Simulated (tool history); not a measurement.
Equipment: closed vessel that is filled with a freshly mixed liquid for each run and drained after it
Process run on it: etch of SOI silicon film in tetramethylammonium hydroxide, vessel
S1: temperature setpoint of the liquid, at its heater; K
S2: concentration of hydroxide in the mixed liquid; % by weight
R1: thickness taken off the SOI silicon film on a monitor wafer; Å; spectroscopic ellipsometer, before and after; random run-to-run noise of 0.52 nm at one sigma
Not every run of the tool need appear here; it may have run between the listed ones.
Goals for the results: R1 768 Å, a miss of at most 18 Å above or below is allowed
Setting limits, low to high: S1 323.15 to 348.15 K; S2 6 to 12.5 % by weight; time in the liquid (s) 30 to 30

Run 1, day 0: S1 335.15 K, S2 8.5 % by weight, time in the liquid (s) 30. Result: R1 1320.8 Å.
Run 2, day 0.338: S1 334.15 K, S2 8.5 % by weight, time in the liquid (s) 30. Result: R1 1248 Å.
Run 3, day 0.7: S1 333.15 K, S2 8.5 % by weight, time in the liquid (s) 30. Result: R1 1164.8 Å.
Run 4, day 0.746: S1 333.15 K, S2 9 % by weight, time in the liquid (s) 30. Result: R1 1142.6 Å.
Run 5, day 0.975: S1 332.15 K, S2 9 % by weight, time in the liquid (s) 30. Result: R1 1073.6 Å.
Run 6, day 1.317: S1 331.65 K, S2 9 % by weight, time in the liquid (s) 30. Result: R1 1047 Å.
Run 7, day 1.375: S1 331.15 K, S2 9 % by weight, time in the liquid (s) 30. Result: R1 1013.6 Å.
Run 8, day 1.521: S1 325.65 K, S2 9 % by weight, time in the liquid (s) 30. Result: R1 701.37 Å.

5 next moves are on the table. One of them brings every result within its allowed miss. Which?
Run A, day 1.667: S1 327.65 K, S2 10.5 % by weight, time in the liquid (s) 30. Result: R1 ?.
Run B, day 1.667: S1 327.15 K, S2 8.5 % by weight, time in the liquid (s) 30. Result: R1 ?.
Run C, day 1.667: S1 328.65 K, S2 10.5 % by weight, time in the liquid (s) 30. Result: R1 ?.
Run D, day 1.667: S1 328.15 K, S2 9.5 % by weight, time in the liquid (s) 30. Result: R1 ?.
Run E, day 1.667: S1 327.65 K, S2 9 % by weight, time in the liquid (s) 30. Result: R1 ?.

move      R1
   A   762.3
   B  797.21
   C  813.22
   D  816.92
   E  807.21
A: every result lands within tolerance
B: moves the result that the last run missed by most past its target, out the other side
C: moves the result that the last run missed by most past its target, out the other side
D: moves the result that the last run missed by most past its target, out the other side
E: moves the result that the last run missed by most past its target, out the other side
Move A is the one to make.

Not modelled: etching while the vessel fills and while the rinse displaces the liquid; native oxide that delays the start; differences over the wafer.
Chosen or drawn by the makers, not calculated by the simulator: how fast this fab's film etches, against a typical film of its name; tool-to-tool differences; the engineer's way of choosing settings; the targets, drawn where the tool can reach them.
